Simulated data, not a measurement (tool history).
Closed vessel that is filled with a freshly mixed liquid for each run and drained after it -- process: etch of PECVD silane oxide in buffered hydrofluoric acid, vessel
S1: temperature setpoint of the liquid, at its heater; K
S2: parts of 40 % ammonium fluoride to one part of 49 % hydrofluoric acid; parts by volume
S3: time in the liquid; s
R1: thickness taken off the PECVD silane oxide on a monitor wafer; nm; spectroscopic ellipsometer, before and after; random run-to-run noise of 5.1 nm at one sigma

Run 1, hour 0: S1 294.15 K, S2 10 parts by volume, S3 100 s. Result: R1 409.59 nm.
Run 2, hour 6.2: S1 295.15 K, S2 9.5 parts by volume, S3 100 s. Result: R1 450.25 nm.
Run 3, hour 15.2: S1 297.15 K, S2 9.5 parts by volume, S3 100 s. Result: R1 501.09 nm.
Run 4, hour 18.6: S1 298.65 K, S2 9.5 parts by volume, S3 100 s. Result: R1 539.32 nm.
Run 5, hour 26.8: S1 299.15 K, S2 9 parts by volume, S3 100 s. Result: R1 572.83 nm.
Run 6, hour 33: S1 299.15 K, S2 9 parts by volume, S3 100 s. Result: R1 577.73 nm.
Run 7, hour 35: S1 299.65 K, S2 8.5 parts by volume, S3 100 s. Result: R1 627.1 nm.
Run 8, hour 36.8: S1 300.15 K, S2 8 parts by volume, S3 100 s. Result: R1 694.31 nm.
Run 9, hour 42.7: S1 300.65 K, S2 7.5 parts by volume, S3 100 s. Result: R1 761.66 nm.

The next listed run, before its measurement:
Run 10, hour 51.4: S1 301.65 K, S2 7 parts by volume, S3 100 s. Result: R1 ?.

{"run 10": {"R1": 864.47}}
